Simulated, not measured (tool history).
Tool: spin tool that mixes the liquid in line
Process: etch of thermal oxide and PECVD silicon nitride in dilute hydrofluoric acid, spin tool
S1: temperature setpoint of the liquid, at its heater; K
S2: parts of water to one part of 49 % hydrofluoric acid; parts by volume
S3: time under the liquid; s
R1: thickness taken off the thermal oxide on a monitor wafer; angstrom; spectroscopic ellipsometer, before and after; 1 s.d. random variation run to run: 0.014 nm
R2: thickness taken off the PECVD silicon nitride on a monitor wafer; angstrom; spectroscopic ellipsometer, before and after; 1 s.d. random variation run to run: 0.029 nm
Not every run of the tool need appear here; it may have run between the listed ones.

| run | hour | S1 | S2 | S3 | R1 | R2 |
|---|---|---|---|---|---|---|
| 1 | 0.0 | 297.15 | 110 | 115 | 50.030 | 55.207 |
| 2 | 6.7 | 297.15 | 120 | 115 | 45.346 | 48.978 |
| 3 | 13.5 | 295.15 | 120 | 115 | 42.046 | 43.449 |
| 4 | 20.3 | 295.65 | 130 | 115 | 38.622 | 41.713 |
| 5 | 28.4 | 295.65 | 130 | 155 | 52.614 | 56.125 |
| 6 | 30.0 | 295.65 | 130 | 105 | 35.705 | 37.901 |
| 7 | 33.9 | 296.15 | 135 | 105 | 34.720 | 37.944 |
| 8 | 40.9 | 296.15 | 140 | 105 | 33.529 | 37.291 |
| 9 | 42.9 | 296.15 | 145 | 105 | 32.001 | 35.281 |

What does the tool deliver on the next run?
| 10 | 43.8 | 298.65 | 190 | 110 | ? | ? |

Run 10 came out at R1 26.935 angstrom, R2 33.483 angstrom.

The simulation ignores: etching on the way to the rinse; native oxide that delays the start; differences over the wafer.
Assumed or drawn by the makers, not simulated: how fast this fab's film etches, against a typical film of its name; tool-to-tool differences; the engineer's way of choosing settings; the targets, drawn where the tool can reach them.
